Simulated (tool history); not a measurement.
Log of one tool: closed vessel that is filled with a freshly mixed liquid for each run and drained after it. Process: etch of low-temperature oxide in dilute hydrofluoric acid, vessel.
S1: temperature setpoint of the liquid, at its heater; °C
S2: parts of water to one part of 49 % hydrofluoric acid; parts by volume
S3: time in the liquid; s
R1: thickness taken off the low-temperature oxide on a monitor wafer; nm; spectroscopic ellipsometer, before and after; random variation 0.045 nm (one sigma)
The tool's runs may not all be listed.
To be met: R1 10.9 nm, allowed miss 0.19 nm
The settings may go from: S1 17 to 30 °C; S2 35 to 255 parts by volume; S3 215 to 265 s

run	hour	S1	S2	S3	R1
1	0	22	145	265	18.299
2	6.7	21	155	265	16.401
3	12.7	21	155	265	16.351
4	16.7	20	160	265	15.03
5	20.3	20	190	265	12.386
6	22.3	19.5	190	265	12.118
7	30.7	19	190	265	11.933
8	36.4	18.5	190	265	11.719

5 next moves are on the table. One of them brings every result within its allowed miss. Which?
A	42.1	19.5	185	220	?
B	42.1	18	165	240	?
C	42.1	17	165	255	?
D	42.1	21.5	190	245	?
E	42.1	18.5	195	255	?

move	R1
A	10.421
B	12.247
C	12.497
D	12.148
E	10.912
A: takes the result that was furthest off past its target
B: further off than the last run
C: further off than the last run
D: further off than the last run
E: meets every target
Answer: E

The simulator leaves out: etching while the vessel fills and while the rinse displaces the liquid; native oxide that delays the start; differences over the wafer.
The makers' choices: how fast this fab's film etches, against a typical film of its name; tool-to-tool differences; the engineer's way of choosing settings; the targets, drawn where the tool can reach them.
